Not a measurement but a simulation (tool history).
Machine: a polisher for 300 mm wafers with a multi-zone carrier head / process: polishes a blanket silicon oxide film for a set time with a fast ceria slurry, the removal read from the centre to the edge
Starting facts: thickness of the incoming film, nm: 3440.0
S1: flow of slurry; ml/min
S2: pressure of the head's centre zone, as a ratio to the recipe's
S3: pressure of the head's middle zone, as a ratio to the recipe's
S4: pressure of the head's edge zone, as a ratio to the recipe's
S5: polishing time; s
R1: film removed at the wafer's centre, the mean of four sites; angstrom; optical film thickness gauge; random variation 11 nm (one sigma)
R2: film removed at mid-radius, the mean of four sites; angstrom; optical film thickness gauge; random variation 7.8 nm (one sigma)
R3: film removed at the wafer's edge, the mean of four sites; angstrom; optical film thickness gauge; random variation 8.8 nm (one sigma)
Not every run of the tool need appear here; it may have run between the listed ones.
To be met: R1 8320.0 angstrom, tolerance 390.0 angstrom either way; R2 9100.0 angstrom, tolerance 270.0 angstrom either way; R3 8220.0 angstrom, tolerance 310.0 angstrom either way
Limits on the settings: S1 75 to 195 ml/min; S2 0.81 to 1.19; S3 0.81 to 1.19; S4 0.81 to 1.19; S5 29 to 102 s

| run | day | S1 | S2 | S3 | S4 | S5 | R1 | R2 | R3 |
|---|---|---|---|---|---|---|---|---|---|
| 1 | 0.000 | 125 | 1.00 | 1.00 | 1.00 | 65 | 11907.0 | 12447.0 | 12125.0 |
| 2 | 0.217 | 125 | 0.97 | 1.00 | 1.00 | 65 | 11386.0 | 12338.0 | 12263.0 |
| 3 | 0.475 | 125 | 0.97 | 1.00 | 0.94 | 65 | 11467.0 | 12483.0 | 11716.0 |
| 4 | 0.675 | 105 | 0.97 | 1.00 | 0.94 | 65 | 10874.0 | 11623.0 | 11365.0 |
| 5 | 0.788 | 105 | 0.97 | 1.00 | 1.01 | 65 | 10836.0 | 11833.0 | 11815.0 |
| 6 | 0.988 | 105 | 0.97 | 1.00 | 1.01 | 76 | 12538.0 | 13665.0 | 14029.0 |
| 7 | 1.338 | 105 | 0.97 | 1.00 | 1.00 | 73 | 12222.0 | 13076.0 | 13252.0 |
| 8 | 1.658 | 105 | 0.97 | 1.00 | 0.99 | 70 | 11738.0 | 12499.0 | 12842.0 |
| 9 | 2.004 | 110 | 0.97 | 1.00 | 0.98 | 67 | 11349.0 | 12177.0 | 11964.0 |
| 10 | 2.225 | 110 | 0.96 | 1.00 | 0.97 | 65 | 11136.0 | 11902.0 | 12115.0 |
| 11 | 2.312 | 110 | 0.96 | 1.01 | 0.96 | 63 | 10607.0 | 11729.0 | 11240.0 |
| 12 | 2.496 | 110 | 0.96 | 1.01 | 0.95 | 62 | 10478.0 | 11499.0 | 11041.0 |
| 13 | 2.700 | 110 | 0.96 | 1.01 | 0.94 | 61 | 10288.0 | 11250.0 | 10851.0 |

Which of these 5 next moves meets every target?
| A | 2.904 | 110 | 1.07 | 1.14 | 0.81 | 44 | ? | ? | ? |
| B | 2.904 | 115 | 1.03 | 1.09 | 0.94 | 46 | ? | ? | ? |
| C | 2.904 | 75 | 0.87 | 0.96 | 1.06 | 87 | ? | ? | ? |
| D | 2.904 | 150 | 1.10 | 1.15 | 0.81 | 43 | ? | ? | ? |
| E | 2.904 | 130 | 0.93 | 0.98 | 0.96 | 54 | ? | ? | ? |

| move | R1 | R2 | R3 |
|---|---|---|---|
| A | 8309.1 | 9021.5 | 7323.5 |
| B | 8477.4 | 9189.4 | 8265.2 |
| C | 11313.0 | 13417.0 | 15018.0 |
| D | 9096.9 | 9572.9 | 7543.1 |
| E | 9297.7 | 10174.0 | 10030.0 |
A: moves the result that the last run missed by most past its target, out the other side
B: in spec on every target
C: further off than the last run
D: moves the result that the last run missed by most past its target, out the other side
E: closes in on the targets versus the last run, not all within tolerance yet
B meets every target.
